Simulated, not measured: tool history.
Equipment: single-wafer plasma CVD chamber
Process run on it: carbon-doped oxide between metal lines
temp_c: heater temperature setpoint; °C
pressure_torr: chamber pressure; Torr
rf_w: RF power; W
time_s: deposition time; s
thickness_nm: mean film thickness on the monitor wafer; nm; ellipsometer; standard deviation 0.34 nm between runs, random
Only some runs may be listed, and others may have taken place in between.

{"run": 1, "hour": 0.0, "temp_c": 325, "pressure_torr": 5.93, "rf_w": 655, "time_s": 11.2, "thickness_nm": 72.653}
{"run": 2, "hour": 4.0, "temp_c": 318, "pressure_torr": 5.93, "rf_w": 655, "time_s": 11.2, "thickness_nm": 75.473}
{"run": 3, "hour": 11.5, "temp_c": 318, "pressure_torr": 5.93, "rf_w": 740, "time_s": 11.2, "thickness_nm": 78.026}
{"run": 4, "hour": 20.4, "temp_c": 320, "pressure_torr": 5.81, "rf_w": 720, "time_s": 11.2, "thickness_nm": 77.635}
{"run": 5, "hour": 22.5, "temp_c": 320, "pressure_torr": 5.81, "rf_w": 720, "time_s": 11.2, "thickness_nm": 76.797}
{"run": 6, "hour": 26.2, "temp_c": 320, "pressure_torr": 5.02, "rf_w": 720, "time_s": 11.2, "thickness_nm": 76.385}

Forecast run 7:
{"run": 7, "hour": 28.6, "temp_c": 322, "pressure_torr": 4.96, "rf_w": 705, "time_s": 11.2, "thickness_nm": "?"}

thickness_nm: 74.644 nm
